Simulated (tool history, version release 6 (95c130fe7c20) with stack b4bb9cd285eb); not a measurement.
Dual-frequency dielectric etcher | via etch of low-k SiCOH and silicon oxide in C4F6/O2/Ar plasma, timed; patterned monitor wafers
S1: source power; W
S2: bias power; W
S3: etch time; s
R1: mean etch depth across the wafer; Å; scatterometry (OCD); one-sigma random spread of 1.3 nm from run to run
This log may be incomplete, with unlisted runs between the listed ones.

Run 1, hour 0: S1 460 W, S2 194 W, S3 89.5 s. Result: R1 2514.1 Å.
Run 2, hour 1.4: S1 460 W, S2 211 W, S3 89.5 s. Result: R1 2560.8 Å.
Run 3, hour 4.1: S1 480 W, S2 212 W, S3 89.5 s. Result: R1 2635.6 Å.
Run 4, hour 9.6: S1 510 W, S2 212 W, S3 89.5 s. Result: R1 2715.4 Å.
Run 5, hour 18.3: S1 520 W, S2 213 W, S3 89.5 s. Result: R1 2728.4 Å.
Run 6, hour 21.7: S1 520 W, S2 200 W, S3 89.5 s. Result: R1 2687.9 Å.

Predict the results of run 7:
Run 7, hour 26.1: S1 530 W, S2 201 W, S3 89.5 s. Result: R1 ?.

{"run 7": {"R1": 2689.5}}
